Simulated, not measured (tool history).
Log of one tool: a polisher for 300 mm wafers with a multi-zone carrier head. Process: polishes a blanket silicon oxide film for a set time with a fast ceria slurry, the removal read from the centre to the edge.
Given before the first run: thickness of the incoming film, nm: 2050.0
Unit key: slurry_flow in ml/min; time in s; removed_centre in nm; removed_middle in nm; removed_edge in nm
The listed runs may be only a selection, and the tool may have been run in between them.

{"run": 1, "hour": 0.0, "slurry_flow": 165, "centre_zone": 1, "middle_zone": 1, "edge_zone": 1, "time": 61, "removed_centre": 583.18, "removed_middle": 585.77, "removed_edge": 598.84}
{"run": 2, "hour": 7.5, "slurry_flow": 165, "centre_zone": 1, "middle_zone": 1, "edge_zone": 0.95, "time": 61, "removed_centre": 588.97, "removed_middle": 569.9, "removed_edge": 584.28}
{"run": 3, "hour": 13.1, "slurry_flow": 165, "centre_zone": 1, "middle_zone": 1, "edge_zone": 0.95, "time": 53, "removed_centre": 502.22, "removed_middle": 500.69, "removed_edge": 520.84}
{"run": 4, "hour": 14.6, "slurry_flow": 165, "centre_zone": 1, "middle_zone": 1, "edge_zone": 0.95, "time": 45, "removed_centre": 429.23, "removed_middle": 429.41, "removed_edge": 422.25}
{"run": 5, "hour": 15.2, "slurry_flow": 160, "centre_zone": 1.01, "middle_zone": 0.99, "edge_zone": 0.94, "time": 44, "removed_centre": 429.07, "removed_middle": 411.77, "removed_edge": 420.57}
{"run": 6, "hour": 21.8, "slurry_flow": 160, "centre_zone": 1.01, "middle_zone": 0.99, "edge_zone": 1.01, "time": 44, "removed_centre": 420.42, "removed_middle": 415.13, "removed_edge": 428.55}

Expected results for the next run?
{"run": 7, "hour": 28.4, "slurry_flow": 155, "centre_zone": 1.02, "middle_zone": 0.99, "edge_zone": 0.99, "time": 43, "removed_centre": "?", "removed_middle": "?", "removed_edge": "?"}

{"run 7": {"removed_centre": 420.67, "removed_middle": 399.72, "removed_edge": 410.68}}
